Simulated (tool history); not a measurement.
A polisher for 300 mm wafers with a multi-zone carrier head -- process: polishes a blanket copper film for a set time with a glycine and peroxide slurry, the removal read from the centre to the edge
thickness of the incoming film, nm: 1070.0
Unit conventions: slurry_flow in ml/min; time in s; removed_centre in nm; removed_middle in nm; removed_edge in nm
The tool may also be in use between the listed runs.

run,hour,slurry_flow,centre_zone,middle_zone,edge_zone,time,removed_centre,removed_middle,removed_edge
1,0,205,1,1,1,34,137.64,135.24,136.73
2,4.4,170,1,1,1,34,135.29,130.07,132.68
3,7,170,1,1,1,41,160,159.41,162.88
4,10.2,170,1,1,0.93,41,159.99,157.3,156.15
5,12.7,170,1,0.92,0.93,41,163.16,150.86,158.37
6,20.2,150,1,0.92,0.93,41,156.19,147.36,154.35
7,21.4,160,0.97,0.95,0.96,41,153.93,150.54,156.69

Predict the results of run 8:
8,22.2,175,0.95,0.98,1,41,?,?,?

{"run 8": {"removed_centre": 152.33, "removed_middle": 157.31, "removed_edge": 161.22}}

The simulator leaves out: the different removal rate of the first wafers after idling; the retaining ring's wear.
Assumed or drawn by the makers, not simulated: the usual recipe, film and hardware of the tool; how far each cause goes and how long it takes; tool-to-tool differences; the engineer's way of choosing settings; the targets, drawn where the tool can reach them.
